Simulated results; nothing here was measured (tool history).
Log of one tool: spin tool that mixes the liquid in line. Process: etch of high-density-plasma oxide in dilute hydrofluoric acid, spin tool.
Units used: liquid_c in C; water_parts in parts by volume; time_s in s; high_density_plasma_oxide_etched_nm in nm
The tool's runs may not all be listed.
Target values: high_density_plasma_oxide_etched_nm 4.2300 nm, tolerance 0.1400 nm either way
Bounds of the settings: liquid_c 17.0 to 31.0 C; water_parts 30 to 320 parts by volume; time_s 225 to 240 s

run,hour,liquid_c,water_parts,time_s,high_density_plasma_oxide_etched_nm
1,0.0,23.0,175,225,6.7736
2,6.8,23.0,120,225,10.6720
3,10.0,22.0,135,225,8.9684
4,14.1,22.0,170,225,6.7397
5,16.0,22.0,170,240,7.1675
6,17.2,21.5,175,240,6.9502
7,19.1,21.0,180,240,6.5888
8,27.0,20.5,185,240,6.1497
9,30.3,20.0,190,240,5.8927
10,38.6,19.5,195,240,5.5909
11,39.3,19.5,195,240,5.5539
12,40.3,19.0,200,240,5.2524
13,43.2,19.0,205,240,5.2433

5 next moves are on the table. One of them brings every result within its allowed miss. Which?
A,46.1,20.0,180,225,?
B,46.1,18.5,240,225,?
C,46.1,18.5,225,225,?
D,46.1,17.0,175,230,?
E,46.1,20.0,165,240,?

move,high_density_plasma_oxide_etched_nm
A,5.9159
B,3.9533
C,4.2753
D,5.5478
E,6.9893
A: misses by more than the last run did
B: the result that was furthest off in the last run now lies on the other side of its target
C: every result lands within tolerance
D: misses by more than the last run did
E: misses by more than the last run did
Move C is the one to make.
